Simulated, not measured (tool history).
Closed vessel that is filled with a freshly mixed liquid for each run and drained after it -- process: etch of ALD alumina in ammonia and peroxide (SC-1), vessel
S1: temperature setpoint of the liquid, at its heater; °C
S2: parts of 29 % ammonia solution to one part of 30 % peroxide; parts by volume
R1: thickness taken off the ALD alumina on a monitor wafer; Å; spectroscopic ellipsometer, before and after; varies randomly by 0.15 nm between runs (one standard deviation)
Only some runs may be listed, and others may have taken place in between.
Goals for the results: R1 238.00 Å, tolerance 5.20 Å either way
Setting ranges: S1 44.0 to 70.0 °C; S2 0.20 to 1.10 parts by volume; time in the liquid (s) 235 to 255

{"run": 1, "day": 0.0, "S1": 60.0, "S2": 0.6, "time in the liquid (s)": 235, "R1": 178.65}
{"run": 2, "day": 0.079, "S1": 60.5, "S2": 0.6, "time in the liquid (s)": 235, "R1": 181.56}
{"run": 3, "day": 0.162, "S1": 60.5, "S2": 0.6, "time in the liquid (s)": 255, "R1": 200.58}
{"run": 4, "day": 0.438, "S1": 60.5, "S2": 0.6, "time in the liquid (s)": 255, "R1": 198.07}
{"run": 5, "day": 0.579, "S1": 60.5, "S2": 0.4, "time in the liquid (s)": 255, "R1": 189.05}
{"run": 6, "day": 0.958, "S1": 60.5, "S2": 0.4, "time in the liquid (s)": 235, "R1": 176.29}
{"run": 7, "day": 1.004, "S1": 61.0, "S2": 0.4, "time in the liquid (s)": 235, "R1": 180.83}
{"run": 8, "day": 1.125, "S1": 61.5, "S2": 0.4, "time in the liquid (s)": 235, "R1": 185.71}
{"run": 9, "day": 1.325, "S1": 62.0, "S2": 0.4, "time in the liquid (s)": 235, "R1": 188.88}
{"run": 10, "day": 1.567, "S1": 62.5, "S2": 0.4, "time in the liquid (s)": 235, "R1": 195.0}
{"run": 11, "day": 1.617, "S1": 62.5, "S2": 0.4, "time in the liquid (s)": 235, "R1": 194.48}
{"run": 12, "day": 1.704, "S1": 62.5, "S2": 0.4, "time in the liquid (s)": 235, "R1": 194.66}

Exactly one of the 4 candidate moves below puts every result within its allowed miss. Which one?
{"run": "A", "day": 1.792, "S1": 66.0, "S2": 0.35, "time in the liquid (s)": 245, "R1": "?"}
{"run": "B", "day": 1.792, "S1": 68.0, "S2": 0.25, "time in the liquid (s)": 240, "R1": "?"}
{"run": "C", "day": 1.792, "S1": 67.5, "S2": 0.2, "time in the liquid (s)": 255, "R1": "?"}
{"run": "D", "day": 1.792, "S1": 67.0, "S2": 0.25, "time in the liquid (s)": 255, "R1": "?"}

move=A R1=238.49
move=B R1=249.62
move=C R1=253.42
move=D R1=252.58
A: every result within its allowed miss
B: takes the result that was furthest off past its target
C: takes the result that was furthest off past its target
D: takes the result that was furthest off past its target
Answer: A
